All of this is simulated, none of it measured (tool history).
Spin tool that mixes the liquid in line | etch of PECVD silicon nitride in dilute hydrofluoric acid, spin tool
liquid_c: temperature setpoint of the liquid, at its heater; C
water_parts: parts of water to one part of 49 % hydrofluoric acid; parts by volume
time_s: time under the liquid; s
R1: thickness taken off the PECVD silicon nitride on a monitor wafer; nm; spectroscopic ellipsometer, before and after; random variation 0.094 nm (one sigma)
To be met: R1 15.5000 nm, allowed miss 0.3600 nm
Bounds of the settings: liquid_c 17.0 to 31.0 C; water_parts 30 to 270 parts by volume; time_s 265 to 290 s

Run 1, day 0.000: liquid_c 23.0 C, water_parts 150 parts by volume, time_s 265 s. Result: R1 8.9498 nm.
Run 2, day 0.033: liquid_c 25.0 C, water_parts 150 parts by volume, time_s 265 s. Result: R1 10.0250 nm.
Run 3, day 0.267: liquid_c 25.0 C, water_parts 150 parts by volume, time_s 265 s. Result: R1 10.1520 nm.
Run 4, day 0.375: liquid_c 22.0 C, water_parts 150 parts by volume, time_s 265 s. Result: R1 8.3299 nm.
Run 5, day 0.729: liquid_c 19.5 C, water_parts 150 parts by volume, time_s 265 s. Result: R1 7.0589 nm.
Run 6, day 0.842: liquid_c 19.5 C, water_parts 105 parts by volume, time_s 265 s. Result: R1 10.0500 nm.
Run 7, day 1.142: liquid_c 21.0 C, water_parts 105 parts by volume, time_s 265 s. Result: R1 11.1600 nm.
Run 8, day 1.433: liquid_c 22.0 C, water_parts 105 parts by volume, time_s 265 s. Result: R1 11.9350 nm.
Run 9, day 1.762: liquid_c 23.0 C, water_parts 105 parts by volume, time_s 265 s. Result: R1 12.7350 nm.
Run 10, day 2.129: liquid_c 23.5 C, water_parts 105 parts by volume, time_s 265 s. Result: R1 13.0020 nm.
Run 11, day 2.371: liquid_c 24.0 C, water_parts 105 parts by volume, time_s 265 s. Result: R1 13.4560 nm.

Which of these 4 next moves meets every target?
Run A, day 2.612: liquid_c 25.0 C, water_parts 115 parts by volume, time_s 290 s. Result: R1 ?.
Run B, day 2.612: liquid_c 26.0 C, water_parts 110 parts by volume, time_s 265 s. Result: R1 ?.
Run C, day 2.612: liquid_c 23.5 C, water_parts 85 parts by volume, time_s 275 s. Result: R1 ?.
Run D, day 2.612: liquid_c 26.5 C, water_parts 115 parts by volume, time_s 285 s. Result: R1 ?.

move       R1
   A  14.2580
   B  14.5270
   C  16.5130
   D  15.4360
A: nearer than the last run, and not there yet
B: nearer than the last run, and not there yet
C: takes the result that was furthest off past its target
D: meets every target
Move D is the one to make.

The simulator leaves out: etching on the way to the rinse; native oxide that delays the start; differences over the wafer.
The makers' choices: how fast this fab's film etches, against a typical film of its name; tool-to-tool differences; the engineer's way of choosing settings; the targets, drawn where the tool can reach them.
